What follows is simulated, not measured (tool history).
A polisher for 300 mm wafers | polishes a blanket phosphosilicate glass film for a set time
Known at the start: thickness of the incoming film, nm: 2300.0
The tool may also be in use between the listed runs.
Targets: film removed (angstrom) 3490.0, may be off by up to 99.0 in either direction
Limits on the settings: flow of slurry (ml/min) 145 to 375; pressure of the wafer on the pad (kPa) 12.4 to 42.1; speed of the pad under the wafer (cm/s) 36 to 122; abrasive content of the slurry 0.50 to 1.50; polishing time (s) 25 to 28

run  hour  flow of slurry (ml/min)  pressure of the wafer on the pad (kPa)  speed of the pad under the wafer (cm/s)  abrasive content of the slurry  polishing time (s)  film removed (angstrom)
  1   0.0                      240                                    26.9                                       78                            1.00                  28                   2847.2
  2   8.5                      240                                    26.9                                       78                            1.00                  25                   2521.9
  3  15.3                      245                                    29.6                                       78                            1.00                  25                   2757.7
  4  18.8                      245                                    32.4                                       78                            1.00                  25                   3020.4
  5  22.0                      245                                    32.4                                       78                            1.15                  25                   3195.0
  6  26.4                      245                                    28.3                                       78                            1.15                  25                   2836.4
  7  34.2                      245                                    30.3                                       78                            1.15                  25                   3019.8
  8  36.1                      245                                    31.7                                       78                            1.15                  25                   3190.8
  9  43.6                      245                                    32.4                                       78                            1.15                  25                   3214.5

5 candidate next runs follow, results not yet known. Just one meets every target within its allowed miss. Identify it.
  A  51.1                      150                                    35.2                                       62                            1.35                  26                        ?
  B  51.1                      190                                    29.6                                       88                            1.10                  28                        ?
  C  51.1                      235                                    31.0                                       76                            1.05                  26                        ?
  D  51.1                      245                                    29.6                                       74                            1.10                  25                        ?
  E  51.1                      220                                    29.6                                       74                            1.30                  25                        ?

move  film removed (angstrom)
   A                   3044.7
   B                   3458.6
   C                   2983.1
   D                   2753.7
   E                   2926.7
A: moves away from the targets compared with the last run
B: every result within its allowed miss
C: moves away from the targets compared with the last run
D: moves away from the targets compared with the last run
E: moves away from the targets compared with the last run
Correct choice: B, which meets every target
